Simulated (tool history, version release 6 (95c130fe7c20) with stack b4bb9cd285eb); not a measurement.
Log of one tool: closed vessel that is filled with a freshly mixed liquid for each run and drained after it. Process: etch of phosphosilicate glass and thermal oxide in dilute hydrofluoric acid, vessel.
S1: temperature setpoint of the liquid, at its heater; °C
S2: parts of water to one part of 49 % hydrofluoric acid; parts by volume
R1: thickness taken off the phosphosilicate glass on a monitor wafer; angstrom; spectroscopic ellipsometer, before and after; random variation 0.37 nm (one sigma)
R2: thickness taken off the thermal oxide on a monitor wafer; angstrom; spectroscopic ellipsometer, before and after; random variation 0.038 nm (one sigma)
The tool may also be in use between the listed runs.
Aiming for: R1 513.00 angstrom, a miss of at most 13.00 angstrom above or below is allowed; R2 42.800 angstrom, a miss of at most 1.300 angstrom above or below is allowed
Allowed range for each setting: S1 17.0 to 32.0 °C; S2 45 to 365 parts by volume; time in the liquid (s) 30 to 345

Run 1, hour 0.0: S1 24.0 °C, S2 205 parts by volume, time in the liquid (s) 175. Result: R1 425.69 angstrom, R2 34.785 angstrom.
Run 2, hour 5.4: S1 25.5 °C, S2 205 parts by volume, time in the liquid (s) 175. Result: R1 442.12 angstrom, R2 36.694 angstrom.
Run 3, hour 9.9: S1 26.5 °C, S2 200 parts by volume, time in the liquid (s) 175. Result: R1 476.00 angstrom, R2 39.038 angstrom.
Run 4, hour 12.1: S1 27.0 °C, S2 200 parts by volume, time in the liquid (s) 175. Result: R1 479.32 angstrom, R2 39.881 angstrom.
Run 5, hour 13.0: S1 24.5 °C, S2 200 parts by volume, time in the liquid (s) 175. Result: R1 442.34 angstrom, R2 35.956 angstrom.
Run 6, hour 19.9: S1 26.0 °C, S2 200 parts by volume, time in the liquid (s) 175. Result: R1 468.61 angstrom, R2 38.540 angstrom.
Run 7, hour 24.0: S1 27.0 °C, S2 200 parts by volume, time in the liquid (s) 175. Result: R1 485.23 angstrom, R2 40.064 angstrom.
Run 8, hour 26.5: S1 27.5 °C, S2 200 parts by volume, time in the liquid (s) 175. Result: R1 490.45 angstrom, R2 40.969 angstrom.

Which one of the following 5 next-run settings gets every result inside its allowed miss? There is exactly one.
Run A, hour 29.0: S1 24.0 °C, S2 195 parts by volume, time in the liquid (s) 215. Result: R1 ?, R2 ?.
Run B, hour 29.0: S1 29.5 °C, S2 170 parts by volume, time in the liquid (s) 150. Result: R1 ?, R2 ?.
Run C, hour 29.0: S1 27.5 °C, S2 180 parts by volume, time in the liquid (s) 150. Result: R1 ?, R2 ?.
Run D, hour 29.0: S1 29.0 °C, S2 240 parts by volume, time in the liquid (s) 220. Result: R1 ?, R2 ?.
Run E, hour 29.0: S1 32.0 °C, S2 215 parts by volume, time in the liquid (s) 180. Result: R1 ?, R2 ?.

move      R1      R2
   A  547.29  45.366
   B  550.64  45.644
   C  478.20  39.640
   D  516.85  42.843
   E  538.13  44.607
A: moves the result that the last run missed by most past its target, out the other side
B: moves the result that the last run missed by most past its target, out the other side
C: the biggest miss grows against the last run
D: hits every target within its allowed miss
E: moves the result that the last run missed by most past its target, out the other side
Answer: D
